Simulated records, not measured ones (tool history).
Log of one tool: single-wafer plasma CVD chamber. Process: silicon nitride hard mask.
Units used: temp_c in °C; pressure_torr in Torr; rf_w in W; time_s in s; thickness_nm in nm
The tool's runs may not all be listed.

| run | day | temp_c | pressure_torr | rf_w | time_s | thickness_nm |
|---|---|---|---|---|---|---|
| 1 | 0 | 425 | 1.5 | 235 | 70.5 | 81.171 |
| 2 | 0.083 | 425 | 1.5 | 260 | 70.5 | 86 |
| 3 | 0.454 | 425 | 1.44 | 255 | 70.5 | 83.902 |
| 4 | 0.621 | 425 | 1.44 | 255 | 70.5 | 84.307 |
| 5 | 0.958 | 425 | 1.39 | 250 | 70.5 | 82.284 |
| 6 | 1.154 | 425 | 1.34 | 245 | 70.5 | 80.499 |

Expected results for the next run?
| 7 | 1.225 | 425 | 1.3 | 240 | 70.5 | ? |

thickness_nm: 79.153 nm

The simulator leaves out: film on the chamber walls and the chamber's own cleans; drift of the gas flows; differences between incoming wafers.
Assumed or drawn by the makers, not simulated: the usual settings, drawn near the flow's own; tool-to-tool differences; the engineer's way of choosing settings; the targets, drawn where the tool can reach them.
